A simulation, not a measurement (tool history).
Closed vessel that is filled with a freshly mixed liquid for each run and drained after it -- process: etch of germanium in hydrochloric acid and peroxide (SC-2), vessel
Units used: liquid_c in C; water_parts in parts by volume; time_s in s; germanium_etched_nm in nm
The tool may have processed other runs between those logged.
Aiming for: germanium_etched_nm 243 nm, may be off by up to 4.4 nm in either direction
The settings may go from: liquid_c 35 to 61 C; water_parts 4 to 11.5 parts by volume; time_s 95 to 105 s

run 1 day=0 | liquid_c=45 water_parts=6.5 time_s=95 | germanium_etched_nm=212.5
run 2 day=0.05 | liquid_c=40.5 water_parts=6.5 time_s=95 | germanium_etched_nm=181.51
run 3 day=0.371 | liquid_c=42 water_parts=6.5 time_s=95 | germanium_etched_nm=192.25
run 4 day=0.629 | liquid_c=42 water_parts=7.5 time_s=95 | germanium_etched_nm=190.05
run 5 day=0.808 | liquid_c=43 water_parts=7.5 time_s=95 | germanium_etched_nm=197.02
run 6 day=0.883 | liquid_c=40.5 water_parts=7.5 time_s=95 | germanium_etched_nm=180.98
run 7 day=0.975 | liquid_c=42 water_parts=7.5 time_s=95 | germanium_etched_nm=190.97
run 8 day=1.088 | liquid_c=43 water_parts=7.5 time_s=95 | germanium_etched_nm=196.95
run 9 day=1.333 | liquid_c=44 water_parts=7.5 time_s=95 | germanium_etched_nm=203.25
run 10 day=1.662 | liquid_c=45 water_parts=7.5 time_s=95 | germanium_etched_nm=210.53
run 11 day=1.896 | liquid_c=45.5 water_parts=7.5 time_s=95 | germanium_etched_nm=214.14
run 12 day=2.15 | liquid_c=50 water_parts=7.5 time_s=95 | germanium_etched_nm=248.27

Next run, 4 choices. One meets every target within its allowed miss, the rest don't. Which?
run A day=2.404 | liquid_c=48 water_parts=8 time_s=100 | germanium_etched_nm=?
run B day=2.404 | liquid_c=48.5 water_parts=8 time_s=105 | germanium_etched_nm=?
run C day=2.404 | liquid_c=49 water_parts=7.5 time_s=100 | germanium_etched_nm=?
run D day=2.404 | liquid_c=48 water_parts=8 time_s=105 | germanium_etched_nm=?

move=A germanium_etched_nm=243.4
move=B germanium_etched_nm=259.71
move=C germanium_etched_nm=252.37
move=D germanium_etched_nm=255.58
A: all results in spec
B: misses by more than the last run did
C: misses by more than the last run did
D: misses by more than the last run did
So the answer is move A, the one that meets all the targets.

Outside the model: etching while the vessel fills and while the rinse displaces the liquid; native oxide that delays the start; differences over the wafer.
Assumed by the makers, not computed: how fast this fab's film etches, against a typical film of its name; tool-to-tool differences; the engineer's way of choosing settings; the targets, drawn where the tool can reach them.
